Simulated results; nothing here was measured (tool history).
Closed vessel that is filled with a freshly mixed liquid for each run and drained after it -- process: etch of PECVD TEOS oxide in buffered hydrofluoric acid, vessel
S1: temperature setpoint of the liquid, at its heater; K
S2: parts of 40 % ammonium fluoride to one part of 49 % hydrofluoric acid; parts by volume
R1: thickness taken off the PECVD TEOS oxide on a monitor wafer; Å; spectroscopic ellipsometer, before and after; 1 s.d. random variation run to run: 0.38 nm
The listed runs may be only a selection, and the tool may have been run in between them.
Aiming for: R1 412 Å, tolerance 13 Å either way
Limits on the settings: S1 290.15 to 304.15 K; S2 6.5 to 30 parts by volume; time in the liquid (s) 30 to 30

Run 1, hour 0: S1 296.15 K, S2 18.5 parts by volume, time in the liquid (s) 30. Result: R1 329.78 Å.
Run 2, hour 4.8: S1 297.15 K, S2 18.5 parts by volume, time in the liquid (s) 30. Result: R1 351.07 Å.
Run 3, hour 10.8: S1 297.65 K, S2 18.5 parts by volume, time in the liquid (s) 30. Result: R1 358.24 Å.
Run 4, hour 17.9: S1 294.65 K, S2 18.5 parts by volume, time in the liquid (s) 30. Result: R1 302.4 Å.
Run 5, hour 22.4: S1 295.65 K, S2 18.5 parts by volume, time in the liquid (s) 30. Result: R1 320.2 Å.
Run 6, hour 23.1: S1 295.65 K, S2 15.5 parts by volume, time in the liquid (s) 30. Result: R1 381.49 Å.
Run 7, hour 30.2: S1 296.15 K, S2 15.5 parts by volume, time in the liquid (s) 30. Result: R1 389.34 Å.
Run 8, hour 34.3: S1 296.15 K, S2 15.5 parts by volume, time in the liquid (s) 30. Result: R1 393.72 Å.

4 next moves are on the table. One of them brings every result within its allowed miss. Which?
Run A, hour 38.4: S1 294.65 K, S2 15 parts by volume, time in the liquid (s) 30. Result: R1 ?.
Run B, hour 38.4: S1 297.15 K, S2 15.5 parts by volume, time in the liquid (s) 30. Result: R1 ?.
Run C, hour 38.4: S1 292.65 K, S2 13 parts by volume, time in the liquid (s) 30. Result: R1 ?.
Run D, hour 38.4: S1 293.65 K, S2 13.5 parts by volume, time in the liquid (s) 30. Result: R1 ?.

move      R1
   A  367.12
   B  407.94
   C  377.84
   D  385.09
A: lands further from the targets than the last run did
B: in spec on every target
C: lands further from the targets than the last run did
D: lands further from the targets than the last run did
So the answer is move B, the one that meets all the targets.

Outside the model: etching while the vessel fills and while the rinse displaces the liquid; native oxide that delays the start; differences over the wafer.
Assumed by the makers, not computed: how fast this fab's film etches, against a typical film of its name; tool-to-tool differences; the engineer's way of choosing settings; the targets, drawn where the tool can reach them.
